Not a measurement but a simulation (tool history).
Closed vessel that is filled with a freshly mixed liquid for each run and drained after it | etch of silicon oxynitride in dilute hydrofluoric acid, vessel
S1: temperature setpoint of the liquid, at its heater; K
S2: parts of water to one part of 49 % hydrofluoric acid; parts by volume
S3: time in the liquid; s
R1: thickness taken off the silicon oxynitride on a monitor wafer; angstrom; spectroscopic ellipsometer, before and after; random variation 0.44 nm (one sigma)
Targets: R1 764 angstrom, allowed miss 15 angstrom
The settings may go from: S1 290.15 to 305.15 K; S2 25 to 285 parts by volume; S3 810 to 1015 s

Run 1, hour 0: S1 297.15 K, S2 155 parts by volume, S3 1015 s. Result: R1 262.26 angstrom.
Run 2, hour 4: S1 297.15 K, S2 155 parts by volume, S3 1015 s. Result: R1 260.14 angstrom.
Run 3, hour 5: S1 298.65 K, S2 135 parts by volume, S3 1015 s. Result: R1 330.69 angstrom.
Run 4, hour 9: S1 300.65 K, S2 135 parts by volume, S3 1015 s. Result: R1 353.43 angstrom.
Run 5, hour 12: S1 301.65 K, S2 120 parts by volume, S3 1015 s. Result: R1 426.88 angstrom.
Run 6, hour 14.7: S1 302.15 K, S2 110 parts by volume, S3 1015 s. Result: R1 479.42 angstrom.
Run 7, hour 22.4: S1 305.15 K, S2 60 parts by volume, S3 1015 s. Result: R1 1058.5 angstrom.
Run 8, hour 28.4: S1 304.15 K, S2 60 parts by volume, S3 1015 s. Result: R1 1012.3 angstrom.
Run 9, hour 32.4: S1 303.15 K, S2 60 parts by volume, S3 1015 s. Result: R1 967.77 angstrom.
Run 10, hour 33.9: S1 302.15 K, S2 60 parts by volume, S3 1015 s. Result: R1 920.41 angstrom.
Run 11, hour 42.2: S1 301.15 K, S2 60 parts by volume, S3 1015 s. Result: R1 881.13 angstrom.
Run 12, hour 44.1: S1 301.15 K, S2 60 parts by volume, S3 1015 s. Result: R1 887.27 angstrom.
Run 13, hour 44.8: S1 300.65 K, S2 60 parts by volume, S3 1015 s. Result: R1 865.85 angstrom.
Run 14, hour 53.7: S1 300.15 K, S2 60 parts by volume, S3 1015 s. Result: R1 846.03 angstrom.
Run 15, hour 62.5: S1 299.65 K, S2 60 parts by volume, S3 1015 s. Result: R1 831.69 angstrom.
Run 16, hour 70.9: S1 299.15 K, S2 60 parts by volume, S3 1015 s. Result: R1 802.93 angstrom.
Run 17, hour 76.9: S1 298.65 K, S2 60 parts by volume, S3 1015 s. Result: R1 782.21 angstrom.

Which of these 4 next moves meets every target?
Run A, hour 82.9: S1 301.65 K, S2 65 parts by volume, S3 970 s. Result: R1 ?.
Run B, hour 82.9: S1 297.65 K, S2 55 parts by volume, S3 1005 s. Result: R1 ?.
Run C, hour 82.9: S1 298.15 K, S2 50 parts by volume, S3 830 s. Result: R1 ?.
Run D, hour 82.9: S1 299.65 K, S2 55 parts by volume, S3 900 s. Result: R1 ?.

move      R1
   A  793.85
   B  811.24
   C  758.25
   D  799.77
A: further off than the last run
B: further off than the last run
C: meets every target
D: further off than the last run
Answer: C
